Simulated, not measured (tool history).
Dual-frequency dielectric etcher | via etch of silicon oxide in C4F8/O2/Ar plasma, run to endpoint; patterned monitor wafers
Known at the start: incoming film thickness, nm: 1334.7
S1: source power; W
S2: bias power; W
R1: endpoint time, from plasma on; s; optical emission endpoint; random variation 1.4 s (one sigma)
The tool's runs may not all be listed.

run  hour    S1    S2      R1
  1     0  2650  2707  208.94
  2   1.9  2650  2512  217.24
  3   8.6  2730  2535  213.14
  4  15.8  2490  2535  217.21
  5  22.2  2310  2535  227.35
  6  26.6  2310  2914  214.68
  7  34.8  2390  2938  210.81

Forecast run 8:
  8  35.7  2450  2958   ?

R1: 209.61 s
